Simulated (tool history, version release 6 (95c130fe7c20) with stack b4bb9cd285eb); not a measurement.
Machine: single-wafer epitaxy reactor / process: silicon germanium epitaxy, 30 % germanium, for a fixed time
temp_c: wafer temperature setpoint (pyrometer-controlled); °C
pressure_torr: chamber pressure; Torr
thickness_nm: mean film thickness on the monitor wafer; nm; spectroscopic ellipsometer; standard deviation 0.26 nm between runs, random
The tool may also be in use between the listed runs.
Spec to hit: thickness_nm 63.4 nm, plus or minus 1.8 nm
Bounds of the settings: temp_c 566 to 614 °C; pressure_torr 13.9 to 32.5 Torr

run,hour,temp_c,pressure_torr,thickness_nm
1,0,590,23.2,48.247
2,6.2,593,23.4,50.521
3,10.2,596,23.6,53.45
4,12.1,586,23.6,44.92
5,15.8,586,20.8,43.857
6,20.8,578,20.8,38.098
7,26.5,585,21.2,43.088
8,31.5,597,22.5,54.165

Exercise: of the 5 proposed moves below, exactly one satisfies all targets within the stated allowed misses. Which move is it?
A,36.5,611,23.5,?
B,36.5,580,23.4,?
C,36.5,602,18.3,?
D,36.5,586,21,?
E,36.5,606,22.5,?

move,thickness_nm
A,69.363
B,40.802
C,56.356
D,44.186
E,63.171
A: takes the biggest miss from the last run beyond its target
B: misses by more than the last run did
C: nearer the targets than the last run, but a result is still out of spec
D: misses by more than the last run did
E: all results land within tolerance of their targets
The move that meets every target is E.
